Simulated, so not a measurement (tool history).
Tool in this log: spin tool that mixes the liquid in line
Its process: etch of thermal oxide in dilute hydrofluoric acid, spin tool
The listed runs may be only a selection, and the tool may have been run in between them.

run,hour,temperature setpoint of the liquid (C),parts of water to one part of 49 % hydrofluoric acid (parts by volume),time under the liquid (s),thickness taken off the thermal oxide on a monitor wafer (Å)
1,0,26,65,265,199.48
2,8.6,26,55,265,242.45
3,10.2,26,70,265,184.11
4,12.4,26,70,285,197.14
5,18.9,26,85,285,159.75
6,27.2,26,85,265,150.95
7,28.9,28.5,70,265,202.37
8,29.9,30,60,265,252.61
9,32.5,31,55,265,292.72

Run 10, settings as shown, results not yet in. Your forecast:
10,40.5,32,55,265,?

thickness taken off the thermal oxide on a monitor wafer (Å): 305.18
